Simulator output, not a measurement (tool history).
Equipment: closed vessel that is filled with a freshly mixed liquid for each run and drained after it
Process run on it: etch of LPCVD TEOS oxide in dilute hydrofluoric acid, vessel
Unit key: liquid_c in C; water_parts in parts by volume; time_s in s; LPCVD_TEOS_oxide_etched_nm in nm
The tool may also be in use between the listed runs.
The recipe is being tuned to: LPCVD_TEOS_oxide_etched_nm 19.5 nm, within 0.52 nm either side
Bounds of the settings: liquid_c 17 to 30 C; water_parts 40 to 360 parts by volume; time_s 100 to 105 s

run 1 hour=0 | liquid_c=22 water_parts=200 time_s=100 | LPCVD_TEOS_oxide_etched_nm=23.007
run 2 hour=7.9 | liquid_c=21.5 water_parts=200 time_s=100 | LPCVD_TEOS_oxide_etched_nm=22.698
run 3 hour=12.5 | liquid_c=21.5 water_parts=200 time_s=100 | LPCVD_TEOS_oxide_etched_nm=22.705
run 4 hour=14 | liquid_c=19.5 water_parts=200 time_s=100 | LPCVD_TEOS_oxide_etched_nm=20.903
run 5 hour=16.6 | liquid_c=18.5 water_parts=200 time_s=100 | LPCVD_TEOS_oxide_etched_nm=20.198
run 6 hour=20.2 | liquid_c=18.5 water_parts=130 time_s=100 | LPCVD_TEOS_oxide_etched_nm=33.334
run 7 hour=26.9 | liquid_c=18.5 water_parts=140 time_s=100 | LPCVD_TEOS_oxide_etched_nm=30.906
run 8 hour=34.2 | liquid_c=18.5 water_parts=150 time_s=100 | LPCVD_TEOS_oxide_etched_nm=28.388
run 9 hour=38.7 | liquid_c=18.5 water_parts=155 time_s=100 | LPCVD_TEOS_oxide_etched_nm=27.225
run 10 hour=45.8 | liquid_c=18.5 water_parts=160 time_s=100 | LPCVD_TEOS_oxide_etched_nm=26.323
run 11 hour=48.3 | liquid_c=18.5 water_parts=165 time_s=100 | LPCVD_TEOS_oxide_etched_nm=25.226
run 12 hour=49.6 | liquid_c=17 water_parts=205 time_s=100 | LPCVD_TEOS_oxide_etched_nm=18.605
run 13 hour=57.2 | liquid_c=17.5 water_parts=205 time_s=100 | LPCVD_TEOS_oxide_etched_nm=18.763

5 candidate next runs follow, results not yet known. Just one meets every target within its allowed miss. Identify it.
run A hour=64.8 | liquid_c=18.5 water_parts=230 time_s=105 | LPCVD_TEOS_oxide_etched_nm=?
run B hour=64.8 | liquid_c=17 water_parts=215 time_s=105 | LPCVD_TEOS_oxide_etched_nm=?
run C hour=64.8 | liquid_c=17 water_parts=195 time_s=100 | LPCVD_TEOS_oxide_etched_nm=?
run D hour=64.8 | liquid_c=19 water_parts=225 time_s=100 | LPCVD_TEOS_oxide_etched_nm=?
run E hour=64.8 | liquid_c=17 water_parts=205 time_s=100 | LPCVD_TEOS_oxide_etched_nm=?

move=A LPCVD_TEOS_oxide_etched_nm=18.042
move=B LPCVD_TEOS_oxide_etched_nm=18.452
move=C LPCVD_TEOS_oxide_etched_nm=19.732
move=D LPCVD_TEOS_oxide_etched_nm=17.99
move=E LPCVD_TEOS_oxide_etched_nm=18.599
A: its largest miss is bigger than the last run's
B: its largest miss is bigger than the last run's
C: in spec on every target
D: its largest miss is bigger than the last run's
E: its largest miss is bigger than the last run's
The move that meets every target is C.
